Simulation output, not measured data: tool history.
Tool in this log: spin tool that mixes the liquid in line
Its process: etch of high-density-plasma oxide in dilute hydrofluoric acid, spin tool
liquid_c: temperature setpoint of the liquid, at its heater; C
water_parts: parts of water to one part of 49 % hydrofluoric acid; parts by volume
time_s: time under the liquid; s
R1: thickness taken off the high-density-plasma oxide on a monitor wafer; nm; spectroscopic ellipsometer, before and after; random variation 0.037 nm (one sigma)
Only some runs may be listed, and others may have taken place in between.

run 1 day=0.000 | liquid_c=24.0 water_parts=170 time_s=50 | R1=1.1992
run 2 day=0.279 | liquid_c=24.0 water_parts=110 time_s=50 | R1=1.9690
run 3 day=0.329 | liquid_c=26.5 water_parts=85 time_s=50 | R1=2.9467
run 4 day=0.450 | liquid_c=28.0 water_parts=75 time_s=50 | R1=3.6103
run 5 day=0.625 | liquid_c=24.5 water_parts=75 time_s=50 | R1=3.1377
run 6 day=0.892 | liquid_c=24.5 water_parts=120 time_s=50 | R1=1.8672
run 7 day=0.950 | liquid_c=27.0 water_parts=100 time_s=50 | R1=2.5046
run 8 day=1.154 | liquid_c=28.5 water_parts=80 time_s=50 | R1=3.4024

For run 9, what comes out?
run 9 day=1.383 | liquid_c=29.5 water_parts=70 time_s=50 | R1=?

{"run 9": {"R1": 4.1365}}
